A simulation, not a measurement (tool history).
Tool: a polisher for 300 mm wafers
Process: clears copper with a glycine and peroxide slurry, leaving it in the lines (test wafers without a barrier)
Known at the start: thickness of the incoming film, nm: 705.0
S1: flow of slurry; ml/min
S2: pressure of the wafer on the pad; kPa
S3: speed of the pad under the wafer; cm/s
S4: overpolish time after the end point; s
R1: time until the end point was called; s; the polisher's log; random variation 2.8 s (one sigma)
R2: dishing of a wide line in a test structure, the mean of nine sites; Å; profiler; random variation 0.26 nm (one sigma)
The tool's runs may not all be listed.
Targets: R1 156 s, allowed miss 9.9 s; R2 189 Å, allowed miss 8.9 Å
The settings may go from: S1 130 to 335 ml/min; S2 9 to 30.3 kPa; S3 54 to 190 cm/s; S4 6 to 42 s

run	hour	S1	S2	S3	S4	R1	R2
1	0	215	19.3	122	21	107.04	743.86
2	1	180	19.3	122	21	110.75	749.18
3	6.1	200	17.9	116	19	125.38	631.66
4	7.7	215	17.2	114	18	128.49	598.8
5	8.8	230	16.5	110	17	131.3	533.79
6	15.6	260	16.5	110	17	128.86	555.38
7	16.2	270	15.9	106	16	134.61	494.8
8	20.1	275	15.2	104	15	147.67	455.8
9	28.2	280	14.5	104	14	145.74	419.02
10	31.5	285	13.8	102	13	160.58	373.07
11	32.7	290	13.1	104	12	157.82	340.42
12	39.6	285	12.4	106	11	165.91	297.58
13	47	285	12.4	106	11	165.54	301.27
14	55.8	280	11.7	110	10	171.05	277.82
15	58.3	280	11.7	110	10	165.56	273.49
16	59.9	275	11.7	114	10	166.29	273.03
17	64.7	275	11.7	118	10	160.66	289.4
18	66.5	260	11.7	122	10	154.43	297.41
19	75.4	245	11.7	124	10	157.12	294.6
20	76.3	245	11.7	124	10	157.48	301.18
21	83.2	255	11.7	124	10	153.6	292.68
22	85.2	260	11.7	124	10	152.06	298.03
23	93.1	200	9	126	6	188.07	147.69
24	99.5	190	10.3	132	6	167.75	169.9

4 next moves are on the table. One of them brings every result within its allowed miss. Which?
A	105.9	240	9	122	6	?	?
B	105.9	180	11.7	136	6	?	?
C	105.9	130	10.3	132	6	?	?
D	105.9	195	9.7	130	6	?	?

move	R1	R2
A	193.8	150.36
B	151.39	189.95
C	182.59	159.18
D	179.96	161.22
A: further off than the last run
B: meets every target
C: further off than the last run
D: further off than the last run
Move B is the one to make.
